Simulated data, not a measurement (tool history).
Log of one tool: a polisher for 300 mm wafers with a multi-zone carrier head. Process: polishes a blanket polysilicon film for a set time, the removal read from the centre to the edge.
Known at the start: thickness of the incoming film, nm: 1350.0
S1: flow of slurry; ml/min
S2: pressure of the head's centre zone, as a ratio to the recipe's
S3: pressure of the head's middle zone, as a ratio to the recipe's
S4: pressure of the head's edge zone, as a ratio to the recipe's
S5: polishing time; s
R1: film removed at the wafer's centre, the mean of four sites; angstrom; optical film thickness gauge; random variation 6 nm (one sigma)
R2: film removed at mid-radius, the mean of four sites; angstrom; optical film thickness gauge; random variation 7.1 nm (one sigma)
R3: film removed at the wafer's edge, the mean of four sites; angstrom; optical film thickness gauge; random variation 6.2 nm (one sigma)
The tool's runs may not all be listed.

run  hour   S1    S2    S3    S4  S5      R1      R2      R3
  1     0  320     1     1     1  41  3456.6  3560.1  3417.1
  2   8.9  320  1.03     1     1  41    3714  3527.7  3486.8
  3   9.6  320  1.03  1.02  1.01  42  3706.6    3665  3590.6
  4    17  320  1.03  1.04  1.01  43  3943.8  3769.3  3536.7
  5  19.6  320  1.03  1.11  1.01  43  3816.2  4027.9  3662.1
  6  21.9  390  1.03  1.11  1.01  43  3904.8  4048.9  3686.7
  7  27.8  390  1.03  1.11  1.02  44  4002.2  4165.7  3693.2
  8  31.1  380  1.02   1.1  1.03  45  3965.5  4274.7  3895.2

The next listed run, before its measurement:
  9    36  380  1.02  1.11  1.04  46   ?   ?   ?

Run 9 gave R1 4252.3 angstrom, R2 4377 angstrom, R3 4052 angstrom.

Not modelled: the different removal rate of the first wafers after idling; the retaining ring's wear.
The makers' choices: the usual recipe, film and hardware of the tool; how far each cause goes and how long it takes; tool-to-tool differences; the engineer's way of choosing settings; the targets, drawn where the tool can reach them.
